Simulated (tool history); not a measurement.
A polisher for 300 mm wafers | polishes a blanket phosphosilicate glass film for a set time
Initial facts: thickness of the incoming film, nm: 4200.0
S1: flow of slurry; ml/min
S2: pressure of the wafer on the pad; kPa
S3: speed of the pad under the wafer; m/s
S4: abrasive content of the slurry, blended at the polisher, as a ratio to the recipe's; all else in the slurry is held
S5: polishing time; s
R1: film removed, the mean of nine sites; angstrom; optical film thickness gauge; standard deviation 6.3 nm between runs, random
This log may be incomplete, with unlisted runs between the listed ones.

| run | hour | S1 | S2 | S3 | S4 | S5 | R1 |
|---|---|---|---|---|---|---|---|
| 1 | 0.0 | 150 | 25.5 | 1.14 | 1.0 | 110 | 10205.0 |
| 2 | 3.1 | 145 | 24.1 | 1.14 | 1.0 | 110 | 9600.5 |
| 3 | 6.9 | 140 | 22.8 | 1.14 | 1.0 | 110 | 8923.0 |
| 4 | 9.3 | 135 | 22.1 | 1.14 | 1.0 | 110 | 8733.2 |
| 5 | 13.8 | 135 | 22.1 | 1.14 | 1.0 | 116 | 9234.5 |
| 6 | 21.8 | 130 | 21.4 | 1.14 | 1.0 | 116 | 8834.8 |
| 7 | 27.7 | 105 | 18.6 | 1.14 | 1.0 | 116 | 7546.6 |

Run 8, settings as shown, results not yet in. Your forecast:
| 8 | 33.3 | 110 | 18.6 | 1.14 | 1.0 | 116 | ? |

R1: 7529.6 angstrom
